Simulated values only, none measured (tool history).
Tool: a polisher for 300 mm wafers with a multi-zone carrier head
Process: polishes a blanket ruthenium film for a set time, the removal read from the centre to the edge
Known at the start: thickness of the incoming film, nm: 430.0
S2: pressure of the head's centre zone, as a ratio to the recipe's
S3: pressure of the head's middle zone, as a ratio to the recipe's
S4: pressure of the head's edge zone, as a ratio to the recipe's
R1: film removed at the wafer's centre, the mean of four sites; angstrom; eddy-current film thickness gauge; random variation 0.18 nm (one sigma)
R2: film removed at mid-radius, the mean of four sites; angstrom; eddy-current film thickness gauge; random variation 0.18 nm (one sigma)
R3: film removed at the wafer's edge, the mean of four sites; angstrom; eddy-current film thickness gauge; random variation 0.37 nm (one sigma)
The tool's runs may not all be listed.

run 1 hour=0 | flow_of_slurry_(ml/min)=155 S2=1 S3=1 S4=1 polishing_time_(s)=32 | R1=321.37 R2=330.37 R3=317.38
run 2 hour=1.5 | flow_of_slurry_(ml/min)=150 S2=1 S3=1 S4=0.98 polishing_time_(s)=32 | R1=316.81 R2=328.48 R3=307.81
run 3 hour=6.5 | flow_of_slurry_(ml/min)=150 S2=1 S3=1 S4=1.06 polishing_time_(s)=32 | R1=313.42 R2=332.29 R3=322.67
run 4 hour=14.8 | flow_of_slurry_(ml/min)=150 S2=1.05 S3=1 S4=1.06 polishing_time_(s)=32 | R1=331.8 R2=329.31 R3=324.61
run 5 hour=20.2 | flow_of_slurry_(ml/min)=145 S2=1.04 S3=1 S4=1.04 polishing_time_(s)=32 | R1=324.07 R2=331.07 R3=319.93
run 6 hour=27.8 | flow_of_slurry_(ml/min)=140 S2=1.04 S3=1 S4=1.02 polishing_time_(s)=32 | R1=326.25 R2=326.41 R3=310.74

Run 7 comes next. What will it give?
run 7 hour=30.7 | flow_of_slurry_(ml/min)=135 S2=1.03 S3=1 S4=1.01 polishing_time_(s)=32 | R1=? R2=? R3=?

R1: 315.83 angstrom
R2: 325.99 angstrom
R3: 305.62 angstrom
